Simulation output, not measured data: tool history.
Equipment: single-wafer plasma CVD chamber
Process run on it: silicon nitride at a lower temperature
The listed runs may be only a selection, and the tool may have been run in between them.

run	hour	heater temperature setpoint (deg C)	chamber pressure (Pa)	RF power (kW)	deposition time (s)	mean film thickness on the monitor wafer (Å)
1	0.0	365	247	0.245	20.2	207.60
2	2.1	359	247	0.245	20.2	209.94
3	8.9	359	247	0.245	20.2	209.34
4	11.3	359	260	0.245	20.2	210.91
5	17.8	359	271	0.250	20.2	216.62
6	20.3	359	280	0.250	20.2	216.77
7	26.0	359	287	0.255	20.2	221.14

Forecast run 8:
8	29.1	359	292	0.255	20.2	?

{"run 8": {"mean film thickness on the monitor wafer (Å)": 221.81}}

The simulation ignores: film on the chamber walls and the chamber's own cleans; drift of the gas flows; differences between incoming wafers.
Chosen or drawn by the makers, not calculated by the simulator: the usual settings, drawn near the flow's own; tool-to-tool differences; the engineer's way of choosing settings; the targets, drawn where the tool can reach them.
